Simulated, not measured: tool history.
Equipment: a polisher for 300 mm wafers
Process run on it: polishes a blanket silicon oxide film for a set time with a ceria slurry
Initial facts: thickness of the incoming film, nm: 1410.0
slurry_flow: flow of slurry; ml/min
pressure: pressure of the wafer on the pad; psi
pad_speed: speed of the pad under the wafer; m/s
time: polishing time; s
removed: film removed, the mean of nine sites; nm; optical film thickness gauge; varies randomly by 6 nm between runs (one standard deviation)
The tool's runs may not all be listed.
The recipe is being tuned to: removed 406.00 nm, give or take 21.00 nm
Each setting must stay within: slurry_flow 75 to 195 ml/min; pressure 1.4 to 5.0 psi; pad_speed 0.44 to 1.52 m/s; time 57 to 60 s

run,day,slurry_flow,pressure,pad_speed,time,removed
1,0.000,125,3.2,0.98,57,287.05
2,0.121,110,3.2,0.98,57,263.91
3,0.312,125,3.2,0.98,57,279.67
4,0.483,125,3.2,1.14,57,325.82
# day 0.679: slurry nozzle cleaned
5,0.679,130,3.3,1.14,57,351.60
6,0.925,105,3.3,1.14,57,331.82
7,0.971,110,3.4,1.14,57,341.26
8,1.325,115,3.5,1.14,57,353.53
9,1.475,120,3.6,1.14,57,369.01
10,1.808,125,3.6,1.14,57,373.67

4 next moves are on the table. One of them brings every result within its allowed miss. Which?
A,2.142,100,3.4,1.12,60,?
B,2.142,150,3.0,1.46,57,?
C,2.142,140,2.7,1.28,60,?
D,2.142,115,4.1,1.00,57,?

move,removed
A,356.95
B,417.72
C,346.13
D,376.36
A: misses by more than the last run did
B: meets every target
C: misses by more than the last run did
D: closer than the last run, but not yet in spec
B is the move that brings every result within its allowed miss.

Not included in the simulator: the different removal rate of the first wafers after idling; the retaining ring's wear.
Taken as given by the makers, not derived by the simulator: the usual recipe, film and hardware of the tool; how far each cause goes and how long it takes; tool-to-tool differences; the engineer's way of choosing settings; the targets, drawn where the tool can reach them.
